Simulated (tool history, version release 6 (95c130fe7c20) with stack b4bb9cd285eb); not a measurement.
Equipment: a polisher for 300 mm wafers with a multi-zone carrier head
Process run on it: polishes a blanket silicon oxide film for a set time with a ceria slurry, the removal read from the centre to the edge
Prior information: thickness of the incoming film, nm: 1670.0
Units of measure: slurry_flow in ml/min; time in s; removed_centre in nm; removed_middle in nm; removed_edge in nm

| run | hour | slurry_flow | centre_zone | middle_zone | edge_zone | time | removed_centre | removed_middle | removed_edge |
|---|---|---|---|---|---|---|---|---|---|
| 1 | 0 | 140 | 1 | 1 | 1 | 57 | 264.33 | 264.18 | 264.77 |
| 2 | 3.2 | 140 | 1.05 | 1 | 1 | 57 | 276.86 | 267.16 | 267.02 |
| 3 | 6.3 | 130 | 1.01 | 1 | 1.04 | 57 | 263.63 | 260.91 | 267.27 |
| 4 | 12.7 | 145 | 1.01 | 1 | 1.04 | 57 | 266.98 | 269.72 | 273.93 |
| 5 | 15.7 | 145 | 1.01 | 1.03 | 1.04 | 57 | 271.26 | 273.94 | 273.14 |
| 6 | 16.5 | 130 | 1.01 | 1.03 | 1.04 | 57 | 258.51 | 275.24 | 271.26 |
| 7 | 24.1 | 120 | 0.99 | 1.01 | 1.07 | 57 | 254.77 | 263.24 | 266.09 |
| 8 | 32.2 | 115 | 0.95 | 0.99 | 1.1 | 58 | 239.03 | 262.63 | 270.38 |
| 9 | 39.8 | 110 | 0.94 | 0.97 | 1.12 | 59 | 240.5 | 256.48 | 274.68 |
| 10 | 40.5 | 105 | 0.92 | 0.96 | 1.13 | 59 | 233.68 | 256.5 | 271.62 |

Estimate the outcome of run 11 from the log above:
| 11 | 45.2 | 100 | 0.91 | 0.94 | 1.14 | 60 | ? | ? | ? |

{"run 11": {"removed_centre": 232.94, "removed_middle": 247.15, "removed_edge": 284.57}}

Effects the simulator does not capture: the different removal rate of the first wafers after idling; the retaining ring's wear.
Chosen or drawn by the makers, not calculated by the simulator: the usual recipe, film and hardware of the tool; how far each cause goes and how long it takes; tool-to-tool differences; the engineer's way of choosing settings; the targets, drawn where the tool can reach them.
